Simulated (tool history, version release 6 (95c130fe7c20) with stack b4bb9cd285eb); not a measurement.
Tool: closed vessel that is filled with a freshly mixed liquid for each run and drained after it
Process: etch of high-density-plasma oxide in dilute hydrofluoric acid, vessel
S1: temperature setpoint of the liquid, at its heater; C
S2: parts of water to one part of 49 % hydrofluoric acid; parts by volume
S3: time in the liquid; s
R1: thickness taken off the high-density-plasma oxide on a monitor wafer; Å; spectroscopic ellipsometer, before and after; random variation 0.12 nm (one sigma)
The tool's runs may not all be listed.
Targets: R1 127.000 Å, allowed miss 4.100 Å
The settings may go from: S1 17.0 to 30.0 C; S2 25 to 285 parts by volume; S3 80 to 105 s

run 1 day=0.000 | S1=22.0 S2=155 S3=105 | R1=50.779
run 2 day=0.121 | S1=23.0 S2=145 S3=105 | R1=55.275
run 3 day=0.479 | S1=23.0 S2=170 S3=105 | R1=46.958
run 4 day=0.575 | S1=20.0 S2=170 S3=105 | R1=41.362
run 5 day=0.729 | S1=22.5 S2=170 S3=105 | R1=45.295
run 6 day=0.879 | S1=22.5 S2=225 S3=105 | R1=33.109
run 7 day=1.167 | S1=23.5 S2=200 S3=105 | R1=38.666
run 8 day=1.254 | S1=24.5 S2=175 S3=105 | R1=46.702
run 9 day=1.379 | S1=28.5 S2=110 S3=105 | R1=94.892
run 10 day=1.671 | S1=28.5 S2=105 S3=105 | R1=101.720
run 11 day=1.788 | S1=28.5 S2=105 S3=105 | R1=98.706
run 12 day=2.012 | S1=28.5 S2=100 S3=105 | R1=107.890
run 13 day=2.212 | S1=29.5 S2=95 S3=105 | R1=116.530

5 next moves are on the table. One of them brings every result within its allowed miss. Which?
run A day=2.412 | S1=28.5 S2=85 S3=105 | R1=?
run B day=2.412 | S1=30.0 S2=95 S3=105 | R1=?
run C day=2.412 | S1=28.0 S2=85 S3=100 | R1=?
run D day=2.412 | S1=28.0 S2=90 S3=105 | R1=?
run E day=2.412 | S1=28.5 S2=90 S3=105 | R1=?

move=A R1=128.470
move=B R1=120.000
move=C R1=120.020
move=D R1=118.200
move=E R1=120.500
A: meets every target
B: nearer than the last run, and not there yet
C: nearer than the last run, and not there yet
D: nearer than the last run, and not there yet
E: nearer than the last run, and not there yet
Answer: A
